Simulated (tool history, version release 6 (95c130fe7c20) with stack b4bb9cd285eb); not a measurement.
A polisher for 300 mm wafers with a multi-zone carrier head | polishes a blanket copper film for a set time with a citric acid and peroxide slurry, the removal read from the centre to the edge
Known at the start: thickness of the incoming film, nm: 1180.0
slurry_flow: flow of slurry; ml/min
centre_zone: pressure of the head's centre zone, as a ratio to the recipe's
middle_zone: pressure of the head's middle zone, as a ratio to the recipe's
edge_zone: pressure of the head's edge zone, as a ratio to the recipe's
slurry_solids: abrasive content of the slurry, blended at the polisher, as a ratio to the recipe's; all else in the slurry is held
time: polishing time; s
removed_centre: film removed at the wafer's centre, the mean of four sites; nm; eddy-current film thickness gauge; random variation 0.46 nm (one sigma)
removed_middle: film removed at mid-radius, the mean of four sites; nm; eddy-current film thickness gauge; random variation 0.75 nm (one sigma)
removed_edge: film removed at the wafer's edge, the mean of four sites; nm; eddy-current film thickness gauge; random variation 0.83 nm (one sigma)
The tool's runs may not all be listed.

Run 1, hour 0.0: slurry_flow 315 ml/min, centre_zone 1.00, middle_zone 1.00, edge_zone 1.00, slurry_solids 1.00, time 80 s. Result: removed_centre 127.270 nm, removed_middle 127.59 nm, removed_edge 127.260 nm.
Run 2, hour 3.9: slurry_flow 310 ml/min, centre_zone 0.98, middle_zone 1.00, edge_zone 0.99, slurry_solids 0.95, time 78 s. Result: removed_centre 119.160 nm, removed_middle 122.27 nm, removed_edge 123.670 nm.
Run 3, hour 5.1: slurry_flow 310 ml/min, centre_zone 0.97, middle_zone 1.01, edge_zone 0.97, slurry_solids 0.90, time 76 s. Result: removed_centre 113.010 nm, removed_middle 118.08 nm, removed_edge 115.850 nm.
Run 4, hour 10.1: slurry_flow 305 ml/min, centre_zone 0.95, middle_zone 1.01, edge_zone 0.96, slurry_solids 0.85, time 75 s. Result: removed_centre 108.210 nm, removed_middle 115.92 nm, removed_edge 114.590 nm.
Run 5, hour 13.6: slurry_flow 305 ml/min, centre_zone 0.95, middle_zone 1.01, edge_zone 0.96, slurry_solids 0.70, time 75 s. Result: removed_centre 103.360 nm, removed_middle 109.54 nm, removed_edge 107.820 nm.
Run 6, hour 18.6: slurry_flow 305 ml/min, centre_zone 0.95, middle_zone 1.04, edge_zone 0.96, slurry_solids 0.70, time 75 s. Result: removed_centre 103.640 nm, removed_middle 112.15 nm, removed_edge 108.730 nm.
Run 7, hour 22.1: slurry_flow 300 ml/min, centre_zone 0.93, middle_zone 1.04, edge_zone 0.95, slurry_solids 0.70, time 74 s. Result: removed_centre 99.671 nm, removed_middle 109.41 nm, removed_edge 105.060 nm.
Run 8, hour 23.1: slurry_flow 295 ml/min, centre_zone 0.92, middle_zone 1.05, edge_zone 0.95, slurry_solids 0.70, time 73 s. Result: removed_centre 95.980 nm, removed_middle 109.57 nm, removed_edge 105.350 nm.
Run 9, hour 30.5: slurry_flow 290 ml/min, centre_zone 0.91, middle_zone 1.05, edge_zone 0.94, slurry_solids 0.70, time 72 s. Result: removed_centre 94.071 nm, removed_middle 107.23 nm, removed_edge 104.400 nm.
Run 10, hour 31.1: slurry_flow 290 ml/min, centre_zone 0.91, middle_zone 1.05, edge_zone 0.94, slurry_solids 0.70, time 72 s. Result: removed_centre 94.956 nm, removed_middle 108.56 nm, removed_edge 102.900 nm.

Forecast run 11:
Run 11, hour 35.0: slurry_flow 240 ml/min, centre_zone 0.81, middle_zone 1.03, edge_zone 0.87, slurry_solids 0.50, time 61 s. Result: removed_centre ?, removed_middle ?, removed_edge ?.

{"run 11": {"removed_centre": 64.652, "removed_middle": 82.83, "removed_edge": 78.542}}

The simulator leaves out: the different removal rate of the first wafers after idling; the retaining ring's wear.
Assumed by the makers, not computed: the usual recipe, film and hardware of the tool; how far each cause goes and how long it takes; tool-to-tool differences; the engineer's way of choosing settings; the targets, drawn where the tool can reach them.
